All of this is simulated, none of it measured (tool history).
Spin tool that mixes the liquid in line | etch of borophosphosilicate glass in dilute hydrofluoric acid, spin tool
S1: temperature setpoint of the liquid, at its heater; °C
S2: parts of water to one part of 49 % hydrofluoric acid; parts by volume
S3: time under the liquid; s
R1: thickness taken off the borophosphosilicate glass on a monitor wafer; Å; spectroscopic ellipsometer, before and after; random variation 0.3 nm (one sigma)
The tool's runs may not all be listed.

| run | hour | S1 | S2 | S3 | R1 |
|---|---|---|---|---|---|
| 1 | 0 | 21 | 140 | 40 | 136.19 |
| 2 | 6.6 | 21 | 140 | 30 | 102.67 |
| 3 | 12.7 | 18.5 | 140 | 30 | 91.732 |
| 4 | 14.1 | 18.5 | 190 | 30 | 65.135 |
| 5 | 16.9 | 18.5 | 225 | 30 | 52.488 |
| 6 | 18.8 | 20 | 200 | 30 | 63.549 |
| 7 | 19.3 | 21 | 175 | 30 | 79.195 |
| 8 | 20.3 | 25 | 120 | 35 | 167.81 |

Forecast run 9:
| 9 | 21.2 | 25.5 | 110 | 35 | ? |

{"run 9": {"R1": 185.79}}

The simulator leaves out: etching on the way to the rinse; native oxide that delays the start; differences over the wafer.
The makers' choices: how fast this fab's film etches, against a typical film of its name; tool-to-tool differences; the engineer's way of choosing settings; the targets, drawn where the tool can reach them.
